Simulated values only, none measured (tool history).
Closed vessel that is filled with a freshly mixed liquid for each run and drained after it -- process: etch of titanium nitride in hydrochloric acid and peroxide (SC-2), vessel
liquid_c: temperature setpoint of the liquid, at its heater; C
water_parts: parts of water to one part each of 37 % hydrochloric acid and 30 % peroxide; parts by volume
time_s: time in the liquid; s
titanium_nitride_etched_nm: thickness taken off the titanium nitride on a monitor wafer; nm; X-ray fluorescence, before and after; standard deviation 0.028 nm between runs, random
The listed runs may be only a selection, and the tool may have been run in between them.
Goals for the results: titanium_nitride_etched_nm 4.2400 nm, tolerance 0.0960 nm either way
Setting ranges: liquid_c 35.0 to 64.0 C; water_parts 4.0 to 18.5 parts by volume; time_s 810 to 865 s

Run 1, hour 0.0: liquid_c 48.0 C, water_parts 10.5 parts by volume, time_s 810 s. Result: titanium_nitride_etched_nm 14.6370 nm.
Run 2, hour 1.1: liquid_c 41.0 C, water_parts 10.5 parts by volume, time_s 810 s. Result: titanium_nitride_etched_nm 9.0486 nm.
Run 3, hour 3.3: liquid_c 41.0 C, water_parts 14.0 parts by volume, time_s 810 s. Result: titanium_nitride_etched_nm 7.1069 nm.
Run 4, hour 9.3: liquid_c 47.5 C, water_parts 14.0 parts by volume, time_s 810 s. Result: titanium_nitride_etched_nm 11.1520 nm.
Run 5, hour 13.4: liquid_c 47.5 C, water_parts 12.0 parts by volume, time_s 810 s. Result: titanium_nitride_etched_nm 12.8490 nm.
Run 6, hour 17.4: liquid_c 45.0 C, water_parts 12.5 parts by volume, time_s 810 s. Result: titanium_nitride_etched_nm 10.3540 nm.
Run 7, hour 26.0: liquid_c 43.0 C, water_parts 13.0 parts by volume, time_s 810 s. Result: titanium_nitride_etched_nm 8.6990 nm.
Run 8, hour 30.1: liquid_c 41.5 C, water_parts 13.5 parts by volume, time_s 810 s. Result: titanium_nitride_etched_nm 7.6343 nm.
Run 9, hour 35.0: liquid_c 35.0 C, water_parts 16.0 parts by volume, time_s 810 s. Result: titanium_nitride_etched_nm 4.0940 nm.

Consider the 5 candidate settings below. Which is the only one whose results all fall within their allowed miss of target?
Run A, hour 39.9: liquid_c 36.5 C, water_parts 18.5 parts by volume, time_s 810 s. Result: titanium_nitride_etched_nm ?.
Run B, hour 39.9: liquid_c 35.0 C, water_parts 17.0 parts by volume, time_s 825 s. Result: titanium_nitride_etched_nm ?.
Run C, hour 39.9: liquid_c 35.5 C, water_parts 18.0 parts by volume, time_s 825 s. Result: titanium_nitride_etched_nm ?.
Run D, hour 39.9: liquid_c 35.0 C, water_parts 16.5 parts by volume, time_s 810 s. Result: titanium_nitride_etched_nm ?.
Run E, hour 39.9: liquid_c 36.0 C, water_parts 17.0 parts by volume, time_s 820 s. Result: titanium_nitride_etched_nm ?.

move  titanium_nitride_etched_nm
   A                      4.0247
   B                      3.9643
   C                      3.9065
   D                      3.9975
   E                      4.2391
A: lands further from the targets than the last run did
B: lands further from the targets than the last run did
C: lands further from the targets than the last run did
D: lands further from the targets than the last run did
E: meets every target
So the answer is move E, the one that meets all the targets.
